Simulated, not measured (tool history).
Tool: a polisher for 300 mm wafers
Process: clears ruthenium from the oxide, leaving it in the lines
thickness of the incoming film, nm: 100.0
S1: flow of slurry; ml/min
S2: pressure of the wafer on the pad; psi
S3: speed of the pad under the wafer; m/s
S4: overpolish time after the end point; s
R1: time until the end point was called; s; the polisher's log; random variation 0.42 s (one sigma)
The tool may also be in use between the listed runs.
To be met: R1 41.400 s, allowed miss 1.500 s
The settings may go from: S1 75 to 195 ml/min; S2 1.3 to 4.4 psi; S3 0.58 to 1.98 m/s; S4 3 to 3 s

run  hour   S1   S2    S3  S4      R1
  1   0.0  125  2.8  1.28   3  50.671
  2   6.5  130  2.9  1.28   3  49.232
  3  12.3  145  2.9  1.28   3  48.503
  4  18.9  145  2.9  1.28   3  47.921
  5  25.9  150  3.0  1.28   3  45.370
  6  26.9  155  3.0  1.28   3  47.448
  7  33.4  155  3.1  1.28   3  45.181
  8  40.3  155  3.2  1.28   3  43.660

5 next moves are on the table. One of them brings every result within its allowed miss. Which?
  A  47.2  165  2.7  1.36   3   ?
  B  47.2  170  3.5  1.10   3   ?
  C  47.2  170  2.5  1.66   3   ?
  D  47.2  195  3.8  1.04   3   ?
  E  47.2  190  2.3  1.62   3   ?

move      R1
   A  47.106
   B  46.390
   C  41.112
   D  44.803
   E  44.326
A: further off than the last run
B: further off than the last run
C: meets every target
D: further off than the last run
E: further off than the last run
The right move is C.
